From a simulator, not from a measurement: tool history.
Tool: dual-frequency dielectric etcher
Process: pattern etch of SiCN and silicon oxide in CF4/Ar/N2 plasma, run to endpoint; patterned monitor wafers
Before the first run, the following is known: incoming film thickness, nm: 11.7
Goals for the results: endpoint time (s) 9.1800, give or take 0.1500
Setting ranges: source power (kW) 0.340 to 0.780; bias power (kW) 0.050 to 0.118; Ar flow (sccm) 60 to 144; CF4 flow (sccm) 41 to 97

Run 1, hour 0.0: source power (kW) 0.560, bias power (kW) 0.084, Ar flow (sccm) 102, CF4 flow (sccm) 69. Result: endpoint time (s) 11.1510.
Run 2, hour 7.5: source power (kW) 0.560, bias power (kW) 0.094, Ar flow (sccm) 102, CF4 flow (sccm) 69. Result: endpoint time (s) 10.6260.
Run 3, hour 8.5: source power (kW) 0.580, bias power (kW) 0.094, Ar flow (sccm) 102, CF4 flow (sccm) 69. Result: endpoint time (s) 10.3230.
Run 4, hour 15.6: source power (kW) 0.580, bias power (kW) 0.094, Ar flow (sccm) 102, CF4 flow (sccm) 77. Result: endpoint time (s) 10.1820.
Run 5, hour 22.7: source power (kW) 0.590, bias power (kW) 0.094, Ar flow (sccm) 102, CF4 flow (sccm) 77. Result: endpoint time (s) 9.9985.
Run 6, hour 27.8: source power (kW) 0.540, bias power (kW) 0.094, Ar flow (sccm) 102, CF4 flow (sccm) 77. Result: endpoint time (s) 10.8170.
Run 7, hour 34.6: source power (kW) 0.560, bias power (kW) 0.094, Ar flow (sccm) 102, CF4 flow (sccm) 77. Result: endpoint time (s) 10.4850.
Run 8, hour 40.3: source power (kW) 0.560, bias power (kW) 0.094, Ar flow (sccm) 102, CF4 flow (sccm) 77. Result: endpoint time (s) 10.6120.
Run 9, hour 45.1: source power (kW) 0.670, bias power (kW) 0.095, Ar flow (sccm) 102, CF4 flow (sccm) 77. Result: endpoint time (s) 9.0403.

Consider the 5 candidate settings below. Which is the only one whose results all fall within their allowed miss of target?
Run A, hour 49.9: source power (kW) 0.650, bias power (kW) 0.107, Ar flow (sccm) 98, CF4 flow (sccm) 68. Result: endpoint time (s) ?.
Run B, hour 49.9: source power (kW) 0.610, bias power (kW) 0.109, Ar flow (sccm) 115, CF4 flow (sccm) 68. Result: endpoint time (s) ?.
Run C, hour 49.9: source power (kW) 0.720, bias power (kW) 0.080, Ar flow (sccm) 92, CF4 flow (sccm) 82. Result: endpoint time (s) ?.
Run D, hour 49.9: source power (kW) 0.750, bias power (kW) 0.093, Ar flow (sccm) 97, CF4 flow (sccm) 57. Result: endpoint time (s) ?.
Run E, hour 49.9: source power (kW) 0.700, bias power (kW) 0.084, Ar flow (sccm) 114, CF4 flow (sccm) 86. Result: endpoint time (s) ?.

move  endpoint time (s)
   A             8.8660
   B             9.5260
   C             8.8877
   D             8.6052
   E             9.2224
A: further off than the last run
B: takes the biggest miss from the last run beyond its target
C: further off than the last run
D: further off than the last run
E: all results land within tolerance of their targets
The right move is E.
